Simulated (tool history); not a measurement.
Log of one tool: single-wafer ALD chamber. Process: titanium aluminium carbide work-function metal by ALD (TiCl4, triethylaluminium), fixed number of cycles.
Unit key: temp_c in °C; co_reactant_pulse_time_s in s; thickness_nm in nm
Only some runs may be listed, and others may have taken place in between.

run 1 hour=0.0 | temp_c=320 co_reactant_pulse_time_s=13.53 | thickness_nm=2.3291
run 2 hour=6.4 | temp_c=317 co_reactant_pulse_time_s=12.47 | thickness_nm=2.2709
run 3 hour=14.8 | temp_c=321 co_reactant_pulse_time_s=12.47 | thickness_nm=2.3240
run 4 hour=22.9 | temp_c=326 co_reactant_pulse_time_s=12.47 | thickness_nm=2.3520
run 5 hour=28.7 | temp_c=322 co_reactant_pulse_time_s=11.55 | thickness_nm=2.3220
run 6 hour=34.3 | temp_c=322 co_reactant_pulse_time_s=13.70 | thickness_nm=2.3556
run 7 hour=41.1 | temp_c=310 co_reactant_pulse_time_s=9.37 | thickness_nm=2.1517
run 8 hour=42.8 | temp_c=310 co_reactant_pulse_time_s=9.37 | thickness_nm=2.1701
run 9 hour=46.8 | temp_c=308 co_reactant_pulse_time_s=9.15 | thickness_nm=2.1617
run 10 hour=49.4 | temp_c=307 co_reactant_pulse_time_s=8.86 | thickness_nm=2.1539

Run 11 comes next. What will it give?
run 11 hour=55.5 | temp_c=306 co_reactant_pulse_time_s=8.58 | thickness_nm=?

Run 11 came out at thickness_nm 2.0952 nm.
